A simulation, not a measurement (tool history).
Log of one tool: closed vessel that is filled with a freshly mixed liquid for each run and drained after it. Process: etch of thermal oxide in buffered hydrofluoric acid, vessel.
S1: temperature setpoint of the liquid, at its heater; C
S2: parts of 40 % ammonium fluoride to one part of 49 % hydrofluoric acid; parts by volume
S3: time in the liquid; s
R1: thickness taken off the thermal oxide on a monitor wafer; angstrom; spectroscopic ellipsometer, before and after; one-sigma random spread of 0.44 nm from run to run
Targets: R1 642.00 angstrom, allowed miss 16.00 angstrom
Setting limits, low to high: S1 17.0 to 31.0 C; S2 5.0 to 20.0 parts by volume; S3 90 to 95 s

run,hour,S1,S2,S3,R1
1,0.0,23.0,12.0,90,858.60
2,6.3,21.5,12.0,90,786.78
3,11.7,21.5,12.0,90,783.36
4,15.0,20.5,12.0,90,743.77
5,23.4,20.5,12.0,90,749.07
6,28.0,19.5,12.0,90,703.19
7,36.2,19.0,12.0,90,679.72
8,42.0,18.5,12.0,90,668.98

Which of these 4 next moves meets every target?
A,47.8,21.5,14.0,90,?
B,47.8,18.5,14.0,95,?
C,47.8,17.5,13.0,95,?
D,47.8,19.0,13.5,95,?

move,R1
A,684.73
B,610.90
C,620.73
D,651.26
A: the biggest miss grows against the last run
B: takes the result that was furthest off past its target
C: takes the result that was furthest off past its target
D: in spec on every target
Go with D: it meets all targets.

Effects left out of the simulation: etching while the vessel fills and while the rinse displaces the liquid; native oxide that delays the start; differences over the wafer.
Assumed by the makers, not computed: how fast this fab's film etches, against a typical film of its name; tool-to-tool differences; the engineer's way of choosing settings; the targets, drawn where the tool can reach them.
